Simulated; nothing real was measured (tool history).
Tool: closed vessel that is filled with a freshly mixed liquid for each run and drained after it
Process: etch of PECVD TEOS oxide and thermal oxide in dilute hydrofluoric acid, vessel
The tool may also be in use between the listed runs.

run    day  temperature setpoint of the liquid (°C)  parts of water to one part of 49 % hydrofluoric acid (parts by volume)  time in the liquid (s)  thickness taken off the PECVD TEOS oxide on a monitor wafer (nm)  thickness taken off the thermal oxide on a monitor wafer (nm)
  1  0.000                                     26.0                                                                     285                     530                                                           24.8500                                                         8.6635
  2  0.312                                     24.5                                                                     325                     490                                                           18.2980                                                         6.4786
  3  0.388                                     23.5                                                                     355                     445                                                           14.2840                                                         5.0543
  4  0.604                                     23.5                                                                     400                     445                                                           12.3200                                                         4.2970
  5  0.979                                     22.5                                                                     420                     405                                                           10.0760                                                         3.5725
  6  1.088                                     22.5                                                                     420                     220                                                            5.4600                                                         1.9274
  7  1.412                                     22.0                                                                     430                     220                                                            5.1793                                                         1.8238

Forecast run 8:
  8  1.617                                     21.5                                                                     435                     220                                                                 ?                                                              ?

thickness taken off the PECVD TEOS oxide on a monitor wafer (nm): 5.0666
thickness taken off the thermal oxide on a monitor wafer (nm): 1.7653

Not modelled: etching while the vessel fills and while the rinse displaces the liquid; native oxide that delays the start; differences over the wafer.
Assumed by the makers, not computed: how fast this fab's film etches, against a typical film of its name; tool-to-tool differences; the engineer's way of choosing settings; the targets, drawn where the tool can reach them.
